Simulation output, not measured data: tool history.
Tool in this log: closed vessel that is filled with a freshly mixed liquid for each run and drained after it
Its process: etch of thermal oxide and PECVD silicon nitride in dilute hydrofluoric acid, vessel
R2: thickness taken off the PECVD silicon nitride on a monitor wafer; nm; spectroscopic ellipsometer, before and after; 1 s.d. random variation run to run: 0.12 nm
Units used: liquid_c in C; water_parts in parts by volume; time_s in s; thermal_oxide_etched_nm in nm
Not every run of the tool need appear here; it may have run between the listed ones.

Run 1, hour 0: liquid_c 21 C, water_parts 60 parts by volume, time_s 245 s. Result: thermal_oxide_etched_nm 20.49 nm, R2 17.093 nm.
Run 2, hour 1.7: liquid_c 21.5 C, water_parts 60 parts by volume, time_s 245 s. Result: thermal_oxide_etched_nm 20.706 nm, R2 17.605 nm.
Run 3, hour 10.2: liquid_c 21.5 C, water_parts 60 parts by volume, time_s 285 s. Result: thermal_oxide_etched_nm 24.198 nm, R2 20.628 nm.
Run 4, hour 14.7: liquid_c 23.5 C, water_parts 60 parts by volume, time_s 285 s. Result: thermal_oxide_etched_nm 26.155 nm, R2 23.449 nm.
Run 5, hour 23.3: liquid_c 23.5 C, water_parts 50 parts by volume, time_s 285 s. Result: thermal_oxide_etched_nm 32.391 nm, R2 27.876 nm.
Run 6, hour 29.3: liquid_c 20.5 C, water_parts 50 parts by volume, time_s 285 s. Result: thermal_oxide_etched_nm 28.023 nm, R2 22.968 nm.

What will run 7 give?
Run 7, hour 32.6: liquid_c 20.5 C, water_parts 55 parts by volume, time_s 290 s. Result: thermal_oxide_etched_nm ?, R2 ?.

{"run 7": {"thermal_oxide_etched_nm": 25.904, "R2": 21.132}}
